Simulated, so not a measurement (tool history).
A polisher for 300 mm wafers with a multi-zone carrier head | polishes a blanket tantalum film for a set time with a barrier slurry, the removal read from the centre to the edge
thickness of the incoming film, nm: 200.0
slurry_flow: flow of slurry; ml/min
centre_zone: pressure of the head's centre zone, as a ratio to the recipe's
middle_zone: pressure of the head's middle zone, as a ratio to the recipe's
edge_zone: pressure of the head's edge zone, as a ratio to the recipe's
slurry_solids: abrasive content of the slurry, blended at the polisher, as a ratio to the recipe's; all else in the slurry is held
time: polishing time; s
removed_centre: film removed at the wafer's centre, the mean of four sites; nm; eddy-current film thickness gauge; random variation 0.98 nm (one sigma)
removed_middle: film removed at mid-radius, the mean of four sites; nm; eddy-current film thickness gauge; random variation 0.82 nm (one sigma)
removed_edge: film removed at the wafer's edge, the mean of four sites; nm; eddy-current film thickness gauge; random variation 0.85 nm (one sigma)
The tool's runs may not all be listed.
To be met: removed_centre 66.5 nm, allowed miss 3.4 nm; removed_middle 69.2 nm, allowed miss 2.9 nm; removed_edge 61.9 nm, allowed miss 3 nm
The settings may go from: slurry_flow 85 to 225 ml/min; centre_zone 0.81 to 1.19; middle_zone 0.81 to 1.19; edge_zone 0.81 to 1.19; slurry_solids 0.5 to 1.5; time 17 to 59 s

Run 1, day 0: slurry_flow 145 ml/min, centre_zone 1, middle_zone 1, edge_zone 1, slurry_solids 1, time 38 s. Result: removed_centre 75.177 nm, removed_middle 77.137 nm, removed_edge 75.936 nm.
Run 2, day 0.354: slurry_flow 140 ml/min, centre_zone 1, middle_zone 1.01, edge_zone 0.96, slurry_solids 0.9, time 38 s. Result: removed_centre 73.437 nm, removed_middle 76.835 nm, removed_edge 73.64 nm.
Run 3, day 0.692: slurry_flow 110 ml/min, centre_zone 1, middle_zone 1.01, edge_zone 0.96, slurry_solids 0.9, time 38 s. Result: removed_centre 67.672 nm, removed_middle 73.689 nm, removed_edge 70.238 nm.
Run 4, day 0.983: slurry_flow 110 ml/min, centre_zone 1.02, middle_zone 1.01, edge_zone 0.93, slurry_solids 0.85, time 38 s. Result: removed_centre 71.664 nm, removed_middle 72.406 nm, removed_edge 68.286 nm.
Run 5, day 1.138: slurry_flow 110 ml/min, centre_zone 1.02, middle_zone 0.95, edge_zone 0.93, slurry_solids 0.85, time 38 s. Result: removed_centre 68.861 nm, removed_middle 68.183 nm, removed_edge 67.749 nm.
Run 6, day 1.242: slurry_flow 85 ml/min, centre_zone 1.02, middle_zone 0.95, edge_zone 0.93, slurry_solids 0.85, time 38 s. Result: removed_centre 65.857 nm, removed_middle 65.069 nm, removed_edge 67.917 nm.
Run 7, day 1.325: slurry_flow 90 ml/min, centre_zone 1.02, middle_zone 0.97, edge_zone 0.91, slurry_solids 0.8, time 38 s. Result: removed_centre 67.128 nm, removed_middle 65.747 nm, removed_edge 66.087 nm.
Run 8, day 1.504: slurry_flow 95 ml/min, centre_zone 1.01, middle_zone 1, edge_zone 0.89, slurry_solids 0.75, time 38 s. Result: removed_centre 66.989 nm, removed_middle 68.222 nm, removed_edge 66.379 nm.

5 next moves are on the table. One of them brings every result within its allowed miss. Which?
Run A, day 1.683: slurry_flow 140 ml/min, centre_zone 1.19, middle_zone 1.15, edge_zone 0.83, slurry_solids 0.75, time 32 s. Result: removed_centre ?, removed_middle ?, removed_edge ?.
Run B, day 1.683: slurry_flow 100 ml/min, centre_zone 0.85, middle_zone 1.13, edge_zone 0.93, slurry_solids 0.95, time 37 s. Result: removed_centre ?, removed_middle ?, removed_edge ?.
Run C, day 1.683: slurry_flow 115 ml/min, centre_zone 1.03, middle_zone 1.05, edge_zone 0.84, slurry_solids 0.75, time 35 s. Result: removed_centre ?, removed_middle ?, removed_edge ?.
Run D, day 1.683: slurry_flow 85 ml/min, centre_zone 0.89, middle_zone 0.81, edge_zone 0.89, slurry_solids 1, time 42 s. Result: removed_centre ?, removed_middle ?, removed_edge ?.
Run E, day 1.683: slurry_flow 85 ml/min, centre_zone 0.95, middle_zone 1, edge_zone 0.95, slurry_solids 0.8, time 39 s. Result: removed_centre ?, removed_middle ?, removed_edge ?.

move  removed_centre  removed_middle  removed_edge
   A          72.345          70.158        57.023
   B          57.696          78.213        67.855
   C          65.654          68.562        61.109
   D          66.294          65.405        75.233
   E          63.364          69.597        68.363
A: takes the result that was furthest off past its target
B: further off than the last run
C: meets every target
D: further off than the last run
E: further off than the last run
Move C is the one to make.
